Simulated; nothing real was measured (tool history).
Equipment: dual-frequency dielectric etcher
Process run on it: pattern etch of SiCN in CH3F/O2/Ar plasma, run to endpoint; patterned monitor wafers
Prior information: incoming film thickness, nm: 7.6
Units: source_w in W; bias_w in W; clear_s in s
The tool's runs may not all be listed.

run  hour  source_w  bias_w  clear_s
  1     0       410      75   20.607
  2   0.6       430      76   20.155
  3   5.5       450      77   19.742
  4  11.8       460      78    19.39
  5  12.7       470      79   19.242
  6  20.4       480      80   18.965

Run 7 comes next. What will it give?
  7  21.8       490      81        ?

{"run 7": {"clear_s": 18.673}}
